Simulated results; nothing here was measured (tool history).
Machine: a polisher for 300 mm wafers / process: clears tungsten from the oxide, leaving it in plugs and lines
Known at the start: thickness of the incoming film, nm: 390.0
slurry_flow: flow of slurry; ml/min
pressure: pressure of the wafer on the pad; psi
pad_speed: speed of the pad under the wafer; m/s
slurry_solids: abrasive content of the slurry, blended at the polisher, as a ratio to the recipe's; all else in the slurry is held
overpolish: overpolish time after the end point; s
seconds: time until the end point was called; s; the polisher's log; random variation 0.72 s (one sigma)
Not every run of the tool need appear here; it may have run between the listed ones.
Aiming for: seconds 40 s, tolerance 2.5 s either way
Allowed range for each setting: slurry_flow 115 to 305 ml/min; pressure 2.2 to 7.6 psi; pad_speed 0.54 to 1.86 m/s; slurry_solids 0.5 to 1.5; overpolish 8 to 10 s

Run 1, hour 0: slurry_flow 195 ml/min, pressure 4.9 psi, pad_speed 1.18 m/s, slurry_solids 1, overpolish 10 s. Result: seconds 58.45 s.
Run 2, hour 1.1: slurry_flow 165 ml/min, pressure 4.9 psi, pad_speed 1.18 m/s, slurry_solids 1, overpolish 10 s. Result: seconds 62.572 s.
Run 3, hour 8.1: slurry_flow 165 ml/min, pressure 4.9 psi, pad_speed 1.18 m/s, slurry_solids 0.8, overpolish 10 s. Result: seconds 67.492 s.
Run 4, hour 15.8: slurry_flow 165 ml/min, pressure 4.9 psi, pad_speed 1.18 m/s, slurry_solids 0.65, overpolish 10 s. Result: seconds 73.52 s.
Run 5, hour 20.9: slurry_flow 165 ml/min, pressure 4.9 psi, pad_speed 1.18 m/s, slurry_solids 0.65, overpolish 10 s. Result: seconds 72.185 s.
Run 6, hour 29.9: slurry_flow 135 ml/min, pressure 4.9 psi, pad_speed 1.18 m/s, slurry_solids 0.65, overpolish 10 s. Result: seconds 74.144 s.
Run 7, hour 32.1: slurry_flow 140 ml/min, pressure 6.3 psi, pad_speed 1.3 m/s, slurry_solids 0.65, overpolish 10 s. Result: seconds 55.567 s.
Run 8, hour 34.4: slurry_flow 145 ml/min, pressure 6.7 psi, pad_speed 1.34 m/s, slurry_solids 0.65, overpolish 10 s. Result: seconds 50.955 s.
Run 9, hour 36.3: slurry_flow 145 ml/min, pressure 7 psi, pad_speed 1.38 m/s, slurry_solids 0.65, overpolish 10 s. Result: seconds 48.011 s.
Run 10, hour 42: slurry_flow 145 ml/min, pressure 7.2 psi, pad_speed 1.42 m/s, slurry_solids 0.65, overpolish 10 s. Result: seconds 45.052 s.
Run 11, hour 44.2: slurry_flow 145 ml/min, pressure 7.3 psi, pad_speed 1.44 m/s, slurry_solids 0.65, overpolish 10 s. Result: seconds 46.076 s.
Run 12, hour 50.6: slurry_flow 145 ml/min, pressure 7.4 psi, pad_speed 1.48 m/s, slurry_solids 0.65, overpolish 10 s. Result: seconds 43.821 s.

Which one of the following 4 next-run settings gets every result inside its allowed miss? There is exactly one.
Run A, hour 57: slurry_flow 135 ml/min, pressure 7.2 psi, pad_speed 1.52 m/s, slurry_solids 0.65, overpolish 8 s. Result: seconds ?.
Run B, hour 57: slurry_flow 125 ml/min, pressure 7.6 psi, pad_speed 1.86 m/s, slurry_solids 0.75, overpolish 10 s. Result: seconds ?.
Run C, hour 57: slurry_flow 150 ml/min, pressure 7.6 psi, pad_speed 1.52 m/s, slurry_solids 0.65, overpolish 10 s. Result: seconds ?.
Run D, hour 57: slurry_flow 160 ml/min, pressure 7.3 psi, pad_speed 1.32 m/s, slurry_solids 0.55, overpolish 10 s. Result: seconds ?.

move  seconds
   A   44.372
   B   35.326
   C   41.137
   D   49.748
A: lands further from the targets than the last run did
B: takes the biggest miss from the last run beyond its target
C: every result within its allowed miss
D: lands further from the targets than the last run did
C is the move that brings every result within its allowed miss.
